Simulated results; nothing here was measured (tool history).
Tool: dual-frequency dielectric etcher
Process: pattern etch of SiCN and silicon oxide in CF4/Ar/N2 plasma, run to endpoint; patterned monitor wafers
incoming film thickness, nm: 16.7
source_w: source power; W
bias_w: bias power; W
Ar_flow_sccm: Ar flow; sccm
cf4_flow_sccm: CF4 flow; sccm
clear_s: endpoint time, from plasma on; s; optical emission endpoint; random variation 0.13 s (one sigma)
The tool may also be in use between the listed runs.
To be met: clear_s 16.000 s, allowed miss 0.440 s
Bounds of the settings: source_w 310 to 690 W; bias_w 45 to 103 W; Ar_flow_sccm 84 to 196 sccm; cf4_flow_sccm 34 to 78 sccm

run	day	source_w	bias_w	Ar_flow_sccm	cf4_flow_sccm	clear_s
1	0.000	500	74	140	56	18.653
2	0.046	500	85	140	56	17.397
3	0.342	500	85	140	48	17.854
4	0.646	560	85	140	48	16.637
5	1.012	490	85	140	48	18.326
6	1.308	490	85	128	48	17.736
7	1.467	500	85	128	48	17.532
8	1.538	510	85	128	48	17.182
9	1.858	510	85	128	48	17.214
10	2.171	520	85	128	48	17.016
11	2.371	530	85	128	48	17.190

5 next moves are on the table. One of them brings every result within its allowed miss. Which?
A	2.571	490	79	126	56	?
B	2.571	580	82	138	56	?
C	2.571	520	79	122	38	?
D	2.571	570	97	134	49	?
E	2.571	510	84	141	48	?

move	clear_s
A	18.191
B	16.116
C	18.278
D	15.249
E	17.945
A: further off than the last run
B: meets every target
C: further off than the last run
D: takes the result that was furthest off past its target
E: further off than the last run
Answer: B
